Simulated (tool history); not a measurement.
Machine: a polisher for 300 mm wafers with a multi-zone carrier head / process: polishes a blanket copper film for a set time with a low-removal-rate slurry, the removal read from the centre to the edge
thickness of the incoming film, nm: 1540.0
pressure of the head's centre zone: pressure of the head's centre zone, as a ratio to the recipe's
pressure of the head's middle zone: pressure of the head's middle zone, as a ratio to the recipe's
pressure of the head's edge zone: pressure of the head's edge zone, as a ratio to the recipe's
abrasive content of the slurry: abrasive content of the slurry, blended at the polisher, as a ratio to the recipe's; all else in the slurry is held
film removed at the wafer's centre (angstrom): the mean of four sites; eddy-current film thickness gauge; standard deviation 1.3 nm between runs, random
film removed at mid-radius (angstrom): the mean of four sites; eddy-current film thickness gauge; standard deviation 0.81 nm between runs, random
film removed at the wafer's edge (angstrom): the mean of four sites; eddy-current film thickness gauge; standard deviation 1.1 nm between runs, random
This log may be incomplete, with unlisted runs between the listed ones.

| run | hour | flow of slurry (ml/min) | pressure of the head's centre zone | pressure of the head's middle zone | pressure of the head's edge zone | abrasive content of the slurry | polishing time (s) | film removed at the wafer's centre (angstrom) | film removed at mid-radius (angstrom) | film removed at the wafer's edge (angstrom) |
|---|---|---|---|---|---|---|---|---|---|---|
| 1 | 0.0 | 170 | 1.00 | 1.00 | 1.00 | 1.00 | 77 | 1893.8 | 1857.7 | 1859.6 |
| 2 | 2.2 | 170 | 0.97 | 1.00 | 1.00 | 1.00 | 77 | 1826.7 | 1886.7 | 1825.2 |
| 3 | 9.3 | 160 | 0.98 | 0.94 | 0.95 | 0.85 | 67 | 1559.0 | 1461.7 | 1527.3 |
| 4 | 13.6 | 160 | 0.98 | 0.94 | 0.95 | 0.85 | 52 | 1199.4 | 1166.1 | 1177.9 |
| 5 | 22.2 | 155 | 0.99 | 0.92 | 0.92 | 0.75 | 51 | 1151.0 | 1069.8 | 1082.9 |
| 6 | 29.3 | 145 | 1.00 | 0.90 | 0.91 | 0.75 | 51 | 1152.5 | 1047.6 | 1100.5 |

Run 7, settings as shown, results not yet in. Your forecast:
| 7 | 38.0 | 145 | 1.00 | 0.90 | 0.91 | 0.75 | 51 | ? | ? | ? |

Run 7 produced film removed at the wafer's centre (angstrom) 1171.5, film removed at mid-radius (angstrom) 1068.5, film removed at the wafer's edge (angstrom) 1113.3.
